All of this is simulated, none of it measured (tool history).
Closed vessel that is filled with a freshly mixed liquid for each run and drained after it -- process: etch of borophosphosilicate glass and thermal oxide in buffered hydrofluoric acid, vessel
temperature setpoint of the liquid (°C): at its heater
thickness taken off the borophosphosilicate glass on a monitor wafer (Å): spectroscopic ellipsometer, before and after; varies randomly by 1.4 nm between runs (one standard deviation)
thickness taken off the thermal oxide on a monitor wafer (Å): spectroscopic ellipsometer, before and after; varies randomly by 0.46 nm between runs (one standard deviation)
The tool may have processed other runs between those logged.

run,hour,temperature setpoint of the liquid (°C),parts of 40 % ammonium fluoride to one part of 49 % hydrofluoric acid (parts by volume),time in the liquid (s),thickness taken off the borophosphosilicate glass on a monitor wafer (Å),thickness taken off the thermal oxide on a monitor wafer (Å)
1,0,23,19.5,60,855.93,344.36
2,0.8,26.5,19.5,60,1039.2,417.2
3,6.5,28.5,19.5,60,1143,463.12
4,14.3,29.5,18.5,60,1270.6,516.21
5,15.7,30,18,60,1329.3,550.62
# hour 17.6: hydrofluoric acid flow meter replaced
6,17.6,30,17.5,60,1281.3,531
7,22.3,30,17,60,1331.3,549.37
8,24.4,30,16.5,60,1387.3,556.28
9,29,30.5,16.5,60,1406.9,575.23

Estimate the outcome of run 10 from the log above:
10,36,30.5,16,60,?,?

{"run 10": {"thickness taken off the borophosphosilicate glass on a monitor wafer (Å)": 1452.6, "thickness taken off the thermal oxide on a monitor wafer (Å)": 589.37}}
